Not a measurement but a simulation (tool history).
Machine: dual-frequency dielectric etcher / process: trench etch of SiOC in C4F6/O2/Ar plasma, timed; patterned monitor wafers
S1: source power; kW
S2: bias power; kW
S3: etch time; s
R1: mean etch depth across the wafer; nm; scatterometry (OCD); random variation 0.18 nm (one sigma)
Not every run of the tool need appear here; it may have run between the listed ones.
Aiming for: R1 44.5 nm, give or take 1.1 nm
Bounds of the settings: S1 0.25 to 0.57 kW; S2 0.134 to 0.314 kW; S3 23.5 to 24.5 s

run,hour,S1,S2,S3,R1
1,0,0.41,0.224,23.5,49.155
2,2.9,0.48,0.224,23.5,51.835
3,5.8,0.48,0.209,23.5,51.764
4,11.4,0.45,0.202,23.5,49.995
5,12.5,0.4,0.202,23.5,48.073
6,21.2,0.43,0.202,23.5,48.929
7,22.6,0.41,0.198,23.5,47.539
8,28.6,0.4,0.196,23.5,47.165
9,30.2,0.39,0.194,23.5,46.51
10,35.6,0.38,0.192,23.5,46.047
11,39,0.37,0.191,23.5,45.992

Exactly one of the 5 candidate moves below puts every result within its allowed miss. Which one?
A,42.4,0.38,0.183,24,?
B,42.4,0.35,0.2,24.5,?
C,42.4,0.34,0.19,23.5,?
D,42.4,0.32,0.237,24.5,?
E,42.4,0.38,0.167,24.5,?

move,R1
A,46.993
B,47.192
C,44.3
D,47.118
E,47.192
A: the biggest miss grows against the last run
B: the biggest miss grows against the last run
C: all results in spec
D: the biggest miss grows against the last run
E: the biggest miss grows against the last run
C meets every target.
